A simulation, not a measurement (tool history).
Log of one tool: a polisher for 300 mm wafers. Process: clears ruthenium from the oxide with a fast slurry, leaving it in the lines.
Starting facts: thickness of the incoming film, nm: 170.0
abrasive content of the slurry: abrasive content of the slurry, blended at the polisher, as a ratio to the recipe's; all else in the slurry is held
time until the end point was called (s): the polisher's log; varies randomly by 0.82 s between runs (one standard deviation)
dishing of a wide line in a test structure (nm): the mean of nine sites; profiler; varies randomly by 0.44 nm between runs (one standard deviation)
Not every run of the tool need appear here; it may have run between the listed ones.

run	day	flow of slurry (ml/min)	pressure of the wafer on the pad (psi)	speed of the pad under the wafer (m/s)	abrasive content of the slurry	overpolish time after the end point (s)	time until the end point was called (s)	dishing of a wide line in a test structure (nm)
1	0.000	200	3.0	1.12	1.0	9	37.884	34.652
2	0.346	200	2.9	1.12	1.0	8	38.441	32.299
3	0.508	200	2.8	1.12	1.0	7	40.404	26.642
4	0.771	200	3.3	1.12	1.0	7	34.312	31.562
5	0.833	200	3.3	1.12	1.0	4	33.525	18.611
6	0.904	200	3.2	1.12	1.0	4	34.058	18.305
7	1.279	200	3.1	1.12	1.0	5	34.834	22.297

Run 8 has not been measured yet. What should we expect?
8	1.550	200	3.0	1.12	1.0	5	?	?

{"run 8": {"time until the end point was called (s)": 36.63, "dishing of a wide line in a test structure (nm)": 20.988}}

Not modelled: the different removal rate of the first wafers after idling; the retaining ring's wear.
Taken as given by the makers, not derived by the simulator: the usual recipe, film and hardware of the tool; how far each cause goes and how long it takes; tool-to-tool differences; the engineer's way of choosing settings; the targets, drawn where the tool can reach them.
